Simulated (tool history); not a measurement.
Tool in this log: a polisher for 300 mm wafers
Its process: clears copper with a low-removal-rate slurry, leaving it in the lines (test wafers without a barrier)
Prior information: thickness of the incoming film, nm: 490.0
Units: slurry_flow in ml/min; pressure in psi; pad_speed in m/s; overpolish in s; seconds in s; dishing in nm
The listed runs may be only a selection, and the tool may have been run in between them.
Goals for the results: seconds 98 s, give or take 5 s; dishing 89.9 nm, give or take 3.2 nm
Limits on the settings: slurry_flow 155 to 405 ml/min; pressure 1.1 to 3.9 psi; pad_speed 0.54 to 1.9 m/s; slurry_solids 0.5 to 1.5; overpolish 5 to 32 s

| run | day | slurry_flow | pressure | pad_speed | slurry_solids | overpolish | seconds | dishing |
|---|---|---|---|---|---|---|---|---|
| 1 | 0 | 260 | 2.5 | 1.22 | 1 | 16 | 148.38 | 41.451 |
| 2 | 0.05 | 260 | 2.6 | 1.24 | 1 | 17 | 141.87 | 45.022 |
| 3 | 0.388 | 260 | 2.6 | 1.38 | 1 | 17 | 132.36 | 48.217 |
| 4 | 0.658 | 260 | 2.7 | 1.38 | 1 | 18 | 127.15 | 52.421 |
| 5 | 0.971 | 260 | 2.8 | 1.38 | 1 | 19 | 125.5 | 55.549 |
| 6 | 1.108 | 260 | 2.9 | 1.4 | 1 | 20 | 118.51 | 61.295 |
| 7 | 1.446 | 250 | 3.5 | 1.4 | 1 | 25 | 97.524 | 83.767 |
| 8 | 1.571 | 255 | 3.5 | 1.42 | 1 | 26 | 96.864 | 86.524 |

Exactly one of the 4 candidate moves below puts every result within its allowed miss. Which one?
| A | 1.696 | 235 | 3.9 | 1.54 | 0.95 | 23 | ? | ? |
| B | 1.696 | 275 | 3.4 | 1.28 | 0.85 | 31 | ? | ? |
| C | 1.696 | 280 | 3.6 | 1.4 | 0.9 | 27 | ? | ? |
| D | 1.696 | 240 | 3.3 | 1.32 | 0.95 | 27 | ? | ? |

| move | seconds | dishing |
|---|---|---|
| A | 83.653 | 88.519 |
| B | 107.63 | 90.151 |
| C | 95.225 | 89.737 |
| D | 108.52 | 80.906 |
A: the worst result of the last run now meets its target, but another is out of spec
B: the worst result of the last run now meets its target, but another is out of spec
C: hits every target within its allowed miss
D: lands further from the targets than the last run did
Answer: C
